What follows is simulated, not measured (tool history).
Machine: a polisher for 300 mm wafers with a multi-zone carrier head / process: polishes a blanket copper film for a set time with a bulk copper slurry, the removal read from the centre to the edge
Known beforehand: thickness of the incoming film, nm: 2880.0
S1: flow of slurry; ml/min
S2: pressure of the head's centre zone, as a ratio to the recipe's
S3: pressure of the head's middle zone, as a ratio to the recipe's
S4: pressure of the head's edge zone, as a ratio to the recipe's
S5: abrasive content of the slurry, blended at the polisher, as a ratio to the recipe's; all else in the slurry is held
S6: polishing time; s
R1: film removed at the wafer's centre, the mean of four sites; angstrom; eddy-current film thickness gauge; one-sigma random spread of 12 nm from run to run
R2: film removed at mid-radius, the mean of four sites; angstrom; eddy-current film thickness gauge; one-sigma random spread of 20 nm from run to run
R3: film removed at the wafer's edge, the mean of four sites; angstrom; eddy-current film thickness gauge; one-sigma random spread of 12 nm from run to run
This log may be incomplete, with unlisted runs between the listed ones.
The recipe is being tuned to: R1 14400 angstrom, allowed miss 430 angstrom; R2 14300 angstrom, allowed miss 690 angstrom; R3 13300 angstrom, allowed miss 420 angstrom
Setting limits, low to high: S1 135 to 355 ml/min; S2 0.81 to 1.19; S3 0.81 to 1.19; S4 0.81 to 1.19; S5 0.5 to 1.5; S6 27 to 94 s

Run 1, day 0: S1 225 ml/min, S2 1, S3 1, S4 1, S5 1, S6 60 s. Result: R1 9069.5 angstrom, R2 8951.7 angstrom, R3 9161.6 angstrom.
Run 2, day 0.079: S1 240 ml/min, S2 1.04, S3 1.05, S4 1.04, S5 1.15, S6 64 s. Result: R1 10414 angstrom, R2 10049 angstrom, R3 10126 angstrom.
Run 3, day 0.358: S1 240 ml/min, S2 1.04, S3 1.05, S4 1.04, S5 1.35, S6 64 s. Result: R1 10792 angstrom, R2 10688 angstrom, R3 10633 angstrom.
Run 4, day 0.392: S1 285 ml/min, S2 1.04, S3 1.05, S4 1.04, S5 1.35, S6 64 s. Result: R1 11020 angstrom, R2 11057 angstrom, R3 10747 angstrom.
Run 5, day 0.717: S1 290 ml/min, S2 1.06, S3 1.07, S4 1.06, S5 1.4, S6 67 s. Result: R1 11735 angstrom, R2 11865 angstrom, R3 11374 angstrom.
Run 6, day 0.762: S1 290 ml/min, S2 1.06, S3 1.07, S4 1.06, S5 1.3, S6 67 s. Result: R1 11717 angstrom, R2 11745 angstrom, R3 11146 angstrom.
Run 7, day 1.054: S1 290 ml/min, S2 1.07, S3 1.08, S4 1.07, S5 1.35, S6 69 s. Result: R1 12244 angstrom, R2 12091 angstrom, R3 11543 angstrom.
Run 8, day 1.208: S1 295 ml/min, S2 1.08, S3 1.09, S4 1.07, S5 1.4, S6 71 s. Result: R1 12596 angstrom, R2 12570 angstrom, R3 12147 angstrom.
Run 9, day 1.35: S1 315 ml/min, S2 1.18, S3 1.19, S4 1.07, S5 1.5, S6 75 s. Result: R1 14854 angstrom, R2 14785 angstrom, R3 12957 angstrom.
Run 10, day 1.704: S1 310 ml/min, S2 1.17, S3 1.18, S4 1.08, S5 1.5, S6 75 s. Result: R1 15033 angstrom, R2 14598 angstrom, R3 13101 angstrom.

Next run, 5 choices. One meets every target within its allowed miss, the rest don't. Which?
Run A, day 2.058: S1 285 ml/min, S2 1.15, S3 1.12, S4 1.12, S5 1.45, S6 78 s. Result: R1 ?, R2 ?, R3 ?.
Run B, day 2.058: S1 340 ml/min, S2 1.17, S3 1.18, S4 1.07, S5 1.5, S6 77 s. Result: R1 ?, R2 ?, R3 ?.
Run C, day 2.058: S1 315 ml/min, S2 1.19, S3 1.19, S4 1.02, S5 1.45, S6 77 s. Result: R1 ?, R2 ?, R3 ?.
Run D, day 2.058: S1 330 ml/min, S2 1.18, S3 1.19, S4 1.01, S5 1.5, S6 77 s. Result: R1 ?, R2 ?, R3 ?.
Run E, day 2.058: S1 310 ml/min, S2 1.1, S3 1.12, S4 1.07, S5 1.5, S6 77 s. Result: R1 ?, R2 ?, R3 ?.

move     R1     R2     R3
   A  15313  14167  13415
   B  15750  14948  13284
   C  15803  14861  12942
   D  15845  15022  13031
   E  14673  14189  13219
A: moves away from the targets compared with the last run
B: moves away from the targets compared with the last run
C: moves away from the targets compared with the last run
D: moves away from the targets compared with the last run
E: meets every target
The move that meets every target is E.

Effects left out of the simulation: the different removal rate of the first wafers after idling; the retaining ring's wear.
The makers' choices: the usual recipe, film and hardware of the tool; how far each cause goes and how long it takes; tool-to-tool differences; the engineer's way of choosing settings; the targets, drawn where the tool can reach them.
